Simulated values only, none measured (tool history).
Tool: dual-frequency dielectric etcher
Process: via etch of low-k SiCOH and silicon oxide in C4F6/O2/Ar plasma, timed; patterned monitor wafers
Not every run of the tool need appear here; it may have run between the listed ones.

run	hour	source power (W)	bias power (W)	etch time (s)	mean etch depth across the wafer (angstrom)
1	0	380	144	72	1723.7
2	6.9	410	144	72	1778.3
3	8	410	144	72	1772
4	14.6	430	145	72	1809.2
5	23.3	430	145	72	1808
6	31.4	440	146	72	1833.6

What does the tool deliver on the next run?
7	34	450	147	72	?

Run 7 gave mean etch depth across the wafer (angstrom) 1846.6.
